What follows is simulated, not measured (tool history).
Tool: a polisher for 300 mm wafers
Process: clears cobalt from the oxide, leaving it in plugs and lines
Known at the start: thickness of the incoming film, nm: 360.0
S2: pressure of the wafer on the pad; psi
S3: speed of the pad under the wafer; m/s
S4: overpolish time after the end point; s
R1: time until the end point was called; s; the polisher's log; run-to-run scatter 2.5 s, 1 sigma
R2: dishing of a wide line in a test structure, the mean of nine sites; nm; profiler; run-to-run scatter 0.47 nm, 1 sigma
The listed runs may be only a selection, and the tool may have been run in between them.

Run 1, day 0.000: flow of slurry (ml/min) 310, S2 2.0 psi, S3 0.88 m/s, S4 11 s. Result: R1 99.266 s, R2 28.858 nm.
Run 2, day 0.288: flow of slurry (ml/min) 310, S2 1.8 psi, S3 0.88 m/s, S4 13 s. Result: R1 109.930 s, R2 30.548 nm.
Run 3, day 0.646: flow of slurry (ml/min) 310, S2 1.8 psi, S3 0.88 m/s, S4 10 s. Result: R1 107.510 s, R2 25.570 nm.
Run 4, day 0.750: flow of slurry (ml/min) 310, S2 1.8 psi, S3 0.68 m/s, S4 10 s. Result: R1 137.590 s, R2 20.604 nm.
Run 5, day 1.004: flow of slurry (ml/min) 310, S2 1.8 psi, S3 0.70 m/s, S4 13 s. Result: R1 139.230 s, R2 25.947 nm.
Run 6, day 1.338: flow of slurry (ml/min) 310, S2 1.8 psi, S3 0.58 m/s, S4 13 s. Result: R1 166.020 s, R2 22.770 nm.
Run 7, day 1.662: flow of slurry (ml/min) 310, S2 2.0 psi, S3 0.58 m/s, S4 14 s. Result: R1 144.780 s, R2 25.626 nm.
Run 8, day 1.792: flow of slurry (ml/min) 310, S2 2.0 psi, S3 0.60 m/s, S4 15 s. Result: R1 149.160 s, R2 27.946 nm.
Run 9, day 2.158: flow of slurry (ml/min) 310, S2 2.1 psi, S3 0.62 m/s, S4 16 s. Result: R1 134.770 s, R2 30.929 nm.
At day 2.317: worn pad replaced by a new one.
Run 10, day 2.317: flow of slurry (ml/min) 310, S2 2.1 psi, S3 0.64 m/s, S4 17 s. Result: R1 121.840 s, R2 35.232 nm.

Run 11 has not been measured yet. What should we expect?
Run 11, day 2.508: flow of slurry (ml/min) 310, S2 2.0 psi, S3 0.64 m/s, S4 18 s. Result: R1 ?, R2 ?.

{"run 11": {"R1": 131.08, "R2": 35.773}}

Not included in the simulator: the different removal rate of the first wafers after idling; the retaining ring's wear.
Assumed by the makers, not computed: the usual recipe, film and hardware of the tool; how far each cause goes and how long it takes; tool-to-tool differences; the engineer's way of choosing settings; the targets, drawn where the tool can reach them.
